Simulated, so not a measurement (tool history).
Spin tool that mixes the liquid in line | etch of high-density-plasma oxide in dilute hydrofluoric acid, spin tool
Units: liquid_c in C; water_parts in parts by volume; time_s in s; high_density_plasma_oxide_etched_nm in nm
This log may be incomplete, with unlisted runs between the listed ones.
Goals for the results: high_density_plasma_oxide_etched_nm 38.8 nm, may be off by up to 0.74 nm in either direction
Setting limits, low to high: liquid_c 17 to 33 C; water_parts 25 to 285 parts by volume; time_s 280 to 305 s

run,day,liquid_c,water_parts,time_s,high_density_plasma_oxide_etched_nm
1,0,25,155,280,10.179
2,0.096,22,155,280,9.0585
3,0.467,22,155,305,9.9501
4,0.633,22,155,280,9.0532
5,0.942,23.5,135,280,11.365
6,1.304,25,120,280,13.76
7,1.612,26,110,280,15.881
8,1.838,27,100,280,18.417
# day 1.862: hydrofluoric acid flow meter replaced
9,1.862,28,95,280,22.132
10,2.117,28.5,90,280,24.029
11,2.446,29,90,280,24.383
12,2.558,29.5,85,280,26.456
13,2.746,30,85,280,27.154
14,3.046,30.5,85,280,27.814
15,3.1,31,80,280,29.907
16,3.438,31.5,80,280,30.524
17,3.596,32.5,70,280,36.869
18,3.85,33,70,280,37.364
19,4.1,33,65,280,40.521
20,4.271,32.5,65,280,40.279

Consider the 4 candidate settings below. Which is the only one whose results all fall within their allowed miss of target?
A,4.442,32,65,295,?
B,4.442,32,70,300,?
C,4.442,32,65,285,?
D,4.442,32.5,70,285,?

move,high_density_plasma_oxide_etched_nm
A,41.08
B,38.489
C,39.687
D,37.262
A: the biggest miss grows against the last run
B: hits every target within its allowed miss
C: nearer the targets than the last run, but a result is still out of spec
D: takes the biggest miss from the last run beyond its target
The right move is B.

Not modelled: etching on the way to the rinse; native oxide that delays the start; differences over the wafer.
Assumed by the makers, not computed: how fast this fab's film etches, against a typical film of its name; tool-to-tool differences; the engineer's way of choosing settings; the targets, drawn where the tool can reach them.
